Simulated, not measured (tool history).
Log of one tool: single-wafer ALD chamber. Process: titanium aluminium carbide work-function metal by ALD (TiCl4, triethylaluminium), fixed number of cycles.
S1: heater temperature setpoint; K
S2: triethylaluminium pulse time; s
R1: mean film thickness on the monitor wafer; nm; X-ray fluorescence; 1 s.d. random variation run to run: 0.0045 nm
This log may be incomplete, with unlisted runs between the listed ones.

run 1 hour=0 | S1=583.15 S2=7.66 | R1=1.9584
run 2 hour=3.6 | S1=576.15 S2=6.29 | R1=1.7682
run 3 hour=12 | S1=572.15 S2=5.66 | R1=1.6826
run 4 hour=13.5 | S1=572.15 S2=7.47 | R1=1.8521
run 5 hour=19.1 | S1=568.15 S2=7.47 | R1=1.8126
run 6 hour=25.2 | S1=566.15 S2=6.5 | R1=1.7178
run 7 hour=31.6 | S1=564.15 S2=5.77 | R1=1.6323
run 8 hour=35.1 | S1=563.15 S2=5.33 | R1=1.5713

Run 9 has not been measured yet. What should we expect?
run 9 hour=38.5 | S1=563.15 S2=5.33 | R1=?

Logged for run 9: R1 1.571 nm.
